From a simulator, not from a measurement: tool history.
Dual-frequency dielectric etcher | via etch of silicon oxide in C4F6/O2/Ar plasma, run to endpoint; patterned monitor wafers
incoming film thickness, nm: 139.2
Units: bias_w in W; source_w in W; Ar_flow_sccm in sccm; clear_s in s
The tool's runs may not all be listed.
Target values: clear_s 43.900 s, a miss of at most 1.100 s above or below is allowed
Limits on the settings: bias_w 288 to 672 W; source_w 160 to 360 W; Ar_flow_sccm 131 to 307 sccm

| run | hour | bias_w | source_w | Ar_flow_sccm | clear_s |
|---|---|---|---|---|---|
| 1 | 0.0 | 480 | 260 | 219 | 36.726 |
| 2 | 3.0 | 480 | 240 | 219 | 37.788 |
| 3 | 8.2 | 480 | 240 | 187 | 37.191 |
| 4 | 9.7 | 446 | 230 | 189 | 39.136 |
| 5 | 16.9 | 423 | 230 | 190 | 39.684 |
| 6 | 23.7 | 401 | 230 | 191 | 39.981 |
|  | 27.2 | source power generator calibrated |
| 7 | 27.2 | 383 | 220 | 192 | 41.281 |
| 8 | 29.8 | 369 | 220 | 193 | 41.652 |
| 9 | 33.1 | 357 | 220 | 193 | 42.297 |
| 10 | 38.3 | 349 | 220 | 193 | 42.233 |

Which of these 5 next moves meets every target?
| A | 43.5 | 312 | 190 | 205 | ? |
| B | 43.5 | 351 | 230 | 179 | ? |
| C | 43.5 | 429 | 210 | 230 | ? |
| D | 43.5 | 330 | 230 | 169 | ? |
| E | 43.5 | 312 | 230 | 206 | ? |

| move | clear_s |
|---|---|
| A | 47.406 |
| B | 41.478 |
| C | 41.552 |
| D | 42.008 |
| E | 43.705 |
A: pushes the last run's worst result past its target
B: lands further from the targets than the last run did
C: lands further from the targets than the last run did
D: lands further from the targets than the last run did
E: hits every target within its allowed miss
E meets every target.
